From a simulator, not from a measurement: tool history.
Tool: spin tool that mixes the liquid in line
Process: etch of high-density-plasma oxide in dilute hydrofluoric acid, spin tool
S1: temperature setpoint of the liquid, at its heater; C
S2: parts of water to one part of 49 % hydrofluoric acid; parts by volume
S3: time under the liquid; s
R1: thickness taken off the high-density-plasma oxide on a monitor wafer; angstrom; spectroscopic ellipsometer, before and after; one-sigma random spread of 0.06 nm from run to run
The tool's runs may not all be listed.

run	hour	S1	S2	S3	R1
1	0.0	26.0	120	100	42.983
2	2.6	28.0	120	100	46.401
3	9.2	29.0	120	100	48.351
4	13.5	29.0	145	100	38.106
5	16.8	30.0	140	100	41.011
6	23.7	30.5	135	100	44.141
7	29.3	31.0	130	100	46.321

Forecast run 8:
8	33.1	34.0	100	100	?

R1: 71.064 angstrom

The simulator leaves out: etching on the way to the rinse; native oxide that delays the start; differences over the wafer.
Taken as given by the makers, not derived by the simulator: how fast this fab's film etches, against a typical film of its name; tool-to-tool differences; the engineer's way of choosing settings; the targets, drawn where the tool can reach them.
